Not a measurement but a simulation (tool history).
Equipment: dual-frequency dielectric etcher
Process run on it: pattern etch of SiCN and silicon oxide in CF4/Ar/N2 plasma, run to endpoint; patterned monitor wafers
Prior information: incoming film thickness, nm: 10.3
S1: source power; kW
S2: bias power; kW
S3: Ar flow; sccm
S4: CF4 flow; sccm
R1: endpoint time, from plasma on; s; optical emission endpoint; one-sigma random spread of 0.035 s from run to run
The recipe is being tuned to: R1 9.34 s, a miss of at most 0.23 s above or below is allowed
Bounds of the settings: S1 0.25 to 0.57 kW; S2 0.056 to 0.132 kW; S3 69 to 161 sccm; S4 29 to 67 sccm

{"run": 1, "hour": 0.0, "S1": 0.41, "S2": 0.094, "S3": 115, "S4": 48, "R1": 12.869}
{"run": 2, "hour": 3.0, "S1": 0.44, "S2": 0.094, "S3": 115, "S4": 48, "R1": 11.903}
{"run": 3, "hour": 11.6, "S1": 0.46, "S2": 0.095, "S3": 115, "S4": 48, "R1": 11.278}
{"run": 4, "hour": 16.3, "S1": 0.48, "S2": 0.095, "S3": 115, "S4": 48, "R1": 10.799}
{"run": 5, "hour": 21.6, "S1": 0.42, "S2": 0.095, "S3": 115, "S4": 48, "R1": 12.602}
{"run": 6, "hour": 30.5, "S1": 0.42, "S2": 0.095, "S3": 132, "S4": 48, "R1": 12.572}
{"run": 7, "hour": 35.9, "S1": 0.45, "S2": 0.096, "S3": 132, "S4": 48, "R1": 11.677}
{"run": 8, "hour": 41.7, "S1": 0.47, "S2": 0.096, "S3": 132, "S4": 48, "R1": 11.152}

Which one of the following 4 next-run settings gets every result inside its allowed miss? There is exactly one.
{"run": "A", "hour": 47.5, "S1": 0.41, "S2": 0.094, "S3": 123, "S4": 46, "R1": "?"}
{"run": "B", "hour": 47.5, "S1": 0.52, "S2": 0.102, "S3": 133, "S4": 43, "R1": "?"}
{"run": "C", "hour": 47.5, "S1": 0.43, "S2": 0.088, "S3": 141, "S4": 49, "R1": "?"}
{"run": "D", "hour": 47.5, "S1": 0.57, "S2": 0.098, "S3": 120, "S4": 33, "R1": "?"}

move=A R1=13.027
move=B R1=9.8084
move=C R1=12.935
move=D R1=9.279
A: further off than the last run
B: nearer the targets than the last run, but a result is still out of spec
C: further off than the last run
D: meets every target
The right move is D.
